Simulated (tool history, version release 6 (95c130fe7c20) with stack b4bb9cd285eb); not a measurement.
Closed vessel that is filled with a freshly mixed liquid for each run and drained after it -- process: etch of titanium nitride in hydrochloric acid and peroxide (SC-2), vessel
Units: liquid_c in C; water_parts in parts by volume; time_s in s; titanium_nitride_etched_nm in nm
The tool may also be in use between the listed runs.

run 1 hour=0 | liquid_c=53 water_parts=9 time_s=1130 | titanium_nitride_etched_nm=61.398
run 2 hour=6.8 | liquid_c=54 water_parts=9 time_s=1130 | titanium_nitride_etched_nm=66.035
run 3 hour=14.8 | liquid_c=54 water_parts=9 time_s=1130 | titanium_nitride_etched_nm=65.958
run 4 hour=18.9 | liquid_c=54 water_parts=6 time_s=1130 | titanium_nitride_etched_nm=92.222
run 5 hour=25.1 | liquid_c=54 water_parts=6 time_s=1130 | titanium_nitride_etched_nm=92.043
run 6 hour=27.1 | liquid_c=53 water_parts=6 time_s=1130 | titanium_nitride_etched_nm=85.722

What does the tool deliver on the next run?
-- hour=32.9 thermometer replaced
run 7 hour=32.9 | liquid_c=52.5 water_parts=6 time_s=1130 | titanium_nitride_etched_nm=?

For run 7 the tool returned titanium_nitride_etched_nm 73.431 nm.

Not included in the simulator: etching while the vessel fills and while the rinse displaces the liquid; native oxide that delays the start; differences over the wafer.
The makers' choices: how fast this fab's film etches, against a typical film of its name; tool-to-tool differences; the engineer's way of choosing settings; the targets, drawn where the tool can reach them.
